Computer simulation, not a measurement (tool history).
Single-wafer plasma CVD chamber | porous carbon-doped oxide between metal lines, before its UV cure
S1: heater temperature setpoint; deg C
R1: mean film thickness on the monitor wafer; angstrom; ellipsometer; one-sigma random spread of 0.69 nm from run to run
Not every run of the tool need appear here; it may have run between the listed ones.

{"run": 1, "hour": 0.0, "S1": 290, "RF power (W)": 610, "deposition time (s)": 32.8, "R1": 2161.3}
{"run": 2, "hour": 2.9, "S1": 294, "RF power (W)": 580, "deposition time (s)": 32.8, "R1": 2024.4}
{"run": 3, "hour": 6.0, "S1": 294, "RF power (W)": 580, "deposition time (s)": 33.9, "R1": 2070.3}
{"run": 4, "hour": 12.4, "S1": 294, "RF power (W)": 540, "deposition time (s)": 33.9, "R1": 1926.5}
{"run": 5, "hour": 20.9, "S1": 294, "RF power (W)": 540, "deposition time (s)": 33.9, "R1": 1947.0}
{"run": 6, "hour": 29.2, "S1": 294, "RF power (W)": 540, "deposition time (s)": 33.9, "R1": 1941.1}
{"run": 7, "hour": 37.7, "S1": 297, "RF power (W)": 530, "deposition time (s)": 33.9, "R1": 1878.3}
{"run": 8, "hour": 39.9, "S1": 299, "RF power (W)": 520, "deposition time (s)": 33.9, "R1": 1814.5}
{"run": 9, "hour": 47.1, "S1": 301, "RF power (W)": 515, "deposition time (s)": 33.9, "R1": 1776.0}
{"run": 10, "hour": 52.1, "S1": 303, "RF power (W)": 515, "deposition time (s)": 33.9, "R1": 1765.1}
{"run": 11, "hour": 58.0, "S1": 304, "RF power (W)": 510, "deposition time (s)": 33.9, "R1": 1740.0}

For run 12, what comes out?
{"run": 12, "hour": 62.0, "S1": 305, "RF power (W)": 505, "deposition time (s)": 33.9, "R1": "?"}

{"run 12": {"R1": 1721.2}}
